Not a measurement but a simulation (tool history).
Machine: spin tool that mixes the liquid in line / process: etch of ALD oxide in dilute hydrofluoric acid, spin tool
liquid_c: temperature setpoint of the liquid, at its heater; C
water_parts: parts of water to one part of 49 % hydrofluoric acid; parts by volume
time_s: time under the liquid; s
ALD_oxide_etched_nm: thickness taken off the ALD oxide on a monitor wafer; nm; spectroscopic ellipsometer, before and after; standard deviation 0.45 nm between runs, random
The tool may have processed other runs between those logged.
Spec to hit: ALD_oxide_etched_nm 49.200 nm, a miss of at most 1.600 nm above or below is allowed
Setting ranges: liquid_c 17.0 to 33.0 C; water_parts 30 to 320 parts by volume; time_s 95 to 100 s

Run 1, hour 0.0: liquid_c 25.0 C, water_parts 175 parts by volume, time_s 95 s. Result: ALD_oxide_etched_nm 16.652 nm.
Run 2, hour 1.4: liquid_c 25.0 C, water_parts 125 parts by volume, time_s 95 s. Result: ALD_oxide_etched_nm 24.921 nm.
Run 3, hour 7.1: liquid_c 26.5 C, water_parts 110 parts by volume, time_s 95 s. Result: ALD_oxide_etched_nm 30.557 nm.
Run 4, hour 10.8: liquid_c 28.0 C, water_parts 105 parts by volume, time_s 95 s. Result: ALD_oxide_etched_nm 33.679 nm.
Run 5, hour 15.5: liquid_c 29.0 C, water_parts 100 parts by volume, time_s 95 s. Result: ALD_oxide_etched_nm 36.992 nm.
Run 6, hour 21.8: liquid_c 29.0 C, water_parts 100 parts by volume, time_s 100 s. Result: ALD_oxide_etched_nm 39.285 nm.
Run 7, hour 23.0: liquid_c 30.0 C, water_parts 100 parts by volume, time_s 100 s. Result: ALD_oxide_etched_nm 41.557 nm.
Run 8, hour 26.1: liquid_c 30.5 C, water_parts 100 parts by volume, time_s 100 s. Result: ALD_oxide_etched_nm 41.627 nm.
Run 9, hour 28.9: liquid_c 31.0 C, water_parts 100 parts by volume, time_s 100 s. Result: ALD_oxide_etched_nm 42.785 nm.
Run 10, hour 30.1: liquid_c 31.5 C, water_parts 100 parts by volume, time_s 100 s. Result: ALD_oxide_etched_nm 43.091 nm.
Run 11, hour 35.2: liquid_c 33.0 C, water_parts 85 parts by volume, time_s 100 s. Result: ALD_oxide_etched_nm 55.925 nm.
Run 12, hour 35.8: liquid_c 32.5 C, water_parts 85 parts by volume, time_s 100 s. Result: ALD_oxide_etched_nm 53.770 nm.
Run 13, hour 38.9: liquid_c 32.5 C, water_parts 85 parts by volume, time_s 100 s. Result: ALD_oxide_etched_nm 53.802 nm.

Next run, 4 choices. One meets every target within its allowed miss, the rest don't. Which?
Run A, hour 42.0: liquid_c 32.0 C, water_parts 75 parts by volume, time_s 100 s. Result: ALD_oxide_etched_nm ?.
Run B, hour 42.0: liquid_c 29.5 C, water_parts 80 parts by volume, time_s 95 s. Result: ALD_oxide_etched_nm ?.
Run C, hour 42.0: liquid_c 29.0 C, water_parts 90 parts by volume, time_s 100 s. Result: ALD_oxide_etched_nm ?.
Run D, hour 42.0: liquid_c 24.0 C, water_parts 75 parts by volume, time_s 100 s. Result: ALD_oxide_etched_nm ?.

move  ALD_oxide_etched_nm
   A               60.184
   B               48.381
   C               43.783
   D               44.051
A: its largest miss is bigger than the last run's
B: hits every target within its allowed miss
C: the result that was furthest off in the last run now lies on the other side of its target
D: the result that was furthest off in the last run now lies on the other side of its target
Go with B: it meets all targets.
